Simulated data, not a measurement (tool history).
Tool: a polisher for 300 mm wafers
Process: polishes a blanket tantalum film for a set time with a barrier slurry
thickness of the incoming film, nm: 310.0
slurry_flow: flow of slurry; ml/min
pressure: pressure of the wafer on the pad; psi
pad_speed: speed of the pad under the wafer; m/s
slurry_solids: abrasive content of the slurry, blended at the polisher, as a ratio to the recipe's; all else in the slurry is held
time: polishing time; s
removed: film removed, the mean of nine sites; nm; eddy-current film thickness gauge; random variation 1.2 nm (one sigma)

run	hour	slurry_flow	pressure	pad_speed	slurry_solids	time	removed
1	0.0	300	2.1	1.12	1.0	71	131.17
2	2.2	300	2.0	1.12	1.0	71	121.26
3	8.4	300	1.9	1.12	1.0	71	117.42
4	9.3	300	2.1	1.12	1.0	71	133.15
5	14.1	300	2.0	1.12	1.0	71	125.23
6	21.7	300	1.9	1.12	1.0	71	115.65
7	30.2	300	1.8	1.12	1.0	71	112.68

The next listed run, before its measurement:
8	32.0	300	1.8	1.12	1.0	71	?

removed: 112.08 nm
